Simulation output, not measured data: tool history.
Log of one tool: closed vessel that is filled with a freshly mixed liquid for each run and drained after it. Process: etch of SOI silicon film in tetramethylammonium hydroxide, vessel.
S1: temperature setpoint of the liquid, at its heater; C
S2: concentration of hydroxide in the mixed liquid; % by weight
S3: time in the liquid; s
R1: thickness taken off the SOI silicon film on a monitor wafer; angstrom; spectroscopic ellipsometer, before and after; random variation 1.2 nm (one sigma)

run	hour	S1	S2	S3	R1
1	0.0	64.0	10	100	4783.4
2	8.0	64.0	11	100	4610.1
3	15.8	63.5	11	100	4466.2
4	20.5	67.0	11	100	5527.4
5	27.1	67.0	11	100	5518.7
6	28.1	65.5	11	100	5036.1

Run 7 comes next. What will it give?
# hour 36.7: hydroxide flow meter replaced
7	36.7	64.5	11	100	?

Run 7 gave R1 4605.4 angstrom.
